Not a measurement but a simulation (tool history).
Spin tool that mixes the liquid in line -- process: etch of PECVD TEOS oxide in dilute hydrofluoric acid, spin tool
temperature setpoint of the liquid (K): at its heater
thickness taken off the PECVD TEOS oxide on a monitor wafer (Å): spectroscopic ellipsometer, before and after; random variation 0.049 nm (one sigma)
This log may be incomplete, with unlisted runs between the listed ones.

run  hour  temperature setpoint of the liquid (K)  parts of water to one part of 49 % hydrofluoric acid (parts by volume)  time under the liquid (s)  thickness taken off the PECVD TEOS oxide on a monitor wafer (Å)
  1   0.0                                  294.15                                                                     230                        265                                                           72.918
  2   2.7                                  294.15                                                                     260                        265                                                           63.154
  3   5.2                                  294.15                                                                     225                        265                                                           74.772
  4   8.7                                  295.65                                                                     225                        265                                                           77.985
  5  12.1                                  294.15                                                                     225                        265                                                           75.522
  6  14.5                                  296.15                                                                     225                        265                                                           79.805
  7  21.5                                  296.15                                                                     225                        265                                                           81.008
  8  25.8                                  295.65                                                                     230                        265                                                           77.288

Estimate the outcome of run 9 from the log above:
  9  26.4                                  295.15                                                                     235                        265                                                                ?

{"run 9": {"thickness taken off the PECVD TEOS oxide on a monitor wafer (Å)": 72.712}}

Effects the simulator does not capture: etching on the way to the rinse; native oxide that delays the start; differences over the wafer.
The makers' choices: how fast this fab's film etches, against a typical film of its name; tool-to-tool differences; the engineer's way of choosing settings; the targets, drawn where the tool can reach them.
